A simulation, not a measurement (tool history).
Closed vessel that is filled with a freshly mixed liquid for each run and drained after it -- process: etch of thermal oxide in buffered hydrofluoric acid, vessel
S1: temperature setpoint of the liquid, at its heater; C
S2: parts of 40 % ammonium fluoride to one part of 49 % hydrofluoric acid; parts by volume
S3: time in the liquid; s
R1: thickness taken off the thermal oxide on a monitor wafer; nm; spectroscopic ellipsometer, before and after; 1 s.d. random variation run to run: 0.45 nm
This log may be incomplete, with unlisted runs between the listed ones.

run 1 hour=0 | S1=24 S2=18 S3=30 | R1=20.673
run 2 hour=7.2 | S1=24 S2=18 S3=30 | R1=20.353
run 3 hour=8.1 | S1=24 S2=20 S3=30 | R1=18.361
run 4 hour=13.8 | S1=21 S2=20 S3=30 | R1=15.672
run 5 hour=21.8 | S1=18 S2=20 S3=30 | R1=13.265
run 6 hour=30.4 | S1=18 S2=15 S3=30 | R1=17.48
run 7 hour=37 | S1=22 S2=13.5 S3=30 | R1=24.525

Run 8 is up next; what results do you expect?
run 8 hour=40.2 | S1=24.5 S2=13 S3=30 | R1=?

{"run 8": {"R1": 29}}
